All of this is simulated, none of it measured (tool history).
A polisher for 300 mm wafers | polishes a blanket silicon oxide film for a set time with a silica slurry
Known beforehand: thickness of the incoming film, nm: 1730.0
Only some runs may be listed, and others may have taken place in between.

| run | day | flow of slurry (ml/min) | pressure of the wafer on the pad (kPa) | speed of the pad under the wafer (m/s) | abrasive content of the slurry | polishing time (s) | film removed (angstrom) |
|---|---|---|---|---|---|---|---|
| 1 | 0.000 | 200 | 33.1 | 1.16 | 1.0 | 92 | 4117.6 |
| 2 | 0.221 | 195 | 31.7 | 1.16 | 1.0 | 92 | 3967.3 |
| 3 | 0.454 | 220 | 31.7 | 1.16 | 1.0 | 92 | 4060.7 |
| 4 | 0.512 | 220 | 31.7 | 1.16 | 1.0 | 97 | 4224.7 |
| 5 | 0.850 | 220 | 30.3 | 1.16 | 1.0 | 97 | 4059.8 |
| 6 | 0.950 | 220 | 33.8 | 1.16 | 1.0 | 97 | 4454.2 |
| 7 | 1.142 | 220 | 31.7 | 1.16 | 1.0 | 97 | 4229.2 |
| 8 | 1.188 | 220 | 30.3 | 1.16 | 1.0 | 97 | 4081.2 |
| 9 | 1.275 | 220 | 29.0 | 1.16 | 1.0 | 97 | 3878.2 |
| 10 | 1.633 | 220 | 28.3 | 1.16 | 1.0 | 97 | 3799.4 |
| 11 | 1.867 | 220 | 27.6 | 1.16 | 1.0 | 97 | 3768.5 |
| 12 | 1.971 | 220 | 26.9 | 1.16 | 1.0 | 97 | 3745.8 |

The next listed run, before its measurement:
| 13 | 2.050 | 220 | 26.2 | 1.16 | 1.0 | 97 | ? |

film removed (angstrom): 3629.3
